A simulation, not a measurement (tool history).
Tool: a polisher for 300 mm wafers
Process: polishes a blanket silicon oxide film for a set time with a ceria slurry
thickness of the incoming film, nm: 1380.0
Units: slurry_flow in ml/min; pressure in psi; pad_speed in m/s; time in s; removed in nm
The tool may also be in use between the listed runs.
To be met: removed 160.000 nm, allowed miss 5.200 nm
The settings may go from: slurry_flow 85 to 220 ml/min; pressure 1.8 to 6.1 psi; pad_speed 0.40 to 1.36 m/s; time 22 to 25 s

run 1 hour=0.0 | slurry_flow=140 pressure=3.9 pad_speed=0.88 time=25 | removed=114.610
run 2 hour=1.3 | slurry_flow=145 pressure=4.1 pad_speed=0.88 time=25 | removed=116.960
run 3 hour=9.1 | slurry_flow=145 pressure=3.3 pad_speed=0.88 time=25 | removed=99.451
run 4 hour=13.0 | slurry_flow=145 pressure=3.3 pad_speed=1.00 time=25 | removed=110.010
run 5 hour=21.9 | slurry_flow=145 pressure=3.3 pad_speed=1.16 time=25 | removed=128.580
run 6 hour=24.4 | slurry_flow=145 pressure=3.3 pad_speed=1.16 time=25 | removed=130.880
run 7 hour=28.9 | slurry_flow=145 pressure=3.4 pad_speed=1.16 time=25 | removed=133.960
run 8 hour=33.3 | slurry_flow=145 pressure=3.5 pad_speed=1.16 time=25 | removed=137.540
run 9 hour=37.3 | slurry_flow=145 pressure=3.6 pad_speed=1.16 time=25 | removed=141.130
run 10 hour=46.1 | slurry_flow=145 pressure=3.6 pad_speed=1.16 time=25 | removed=141.770
run 11 hour=48.8 | slurry_flow=150 pressure=3.7 pad_speed=1.16 time=25 | removed=141.630
run 12 hour=55.6 | slurry_flow=150 pressure=3.8 pad_speed=1.16 time=25 | removed=149.360
run 13 hour=59.8 | slurry_flow=160 pressure=3.9 pad_speed=1.16 time=25 | removed=152.580

Which of these 4 next moves meets every target?
run A hour=64.0 | slurry_flow=170 pressure=4.4 pad_speed=1.16 time=25 | removed=?
run B hour=64.0 | slurry_flow=160 pressure=3.7 pad_speed=1.16 time=25 | removed=?
run C hour=64.0 | slurry_flow=185 pressure=4.0 pad_speed=1.24 time=22 | removed=?
run D hour=64.0 | slurry_flow=145 pressure=3.9 pad_speed=1.24 time=25 | removed=?

move=A removed=171.870
move=B removed=147.320
move=C removed=150.900
move=D removed=161.510
A: takes the result that was furthest off past its target
B: further off than the last run
C: further off than the last run
D: meets every target
Move D is the one to make.

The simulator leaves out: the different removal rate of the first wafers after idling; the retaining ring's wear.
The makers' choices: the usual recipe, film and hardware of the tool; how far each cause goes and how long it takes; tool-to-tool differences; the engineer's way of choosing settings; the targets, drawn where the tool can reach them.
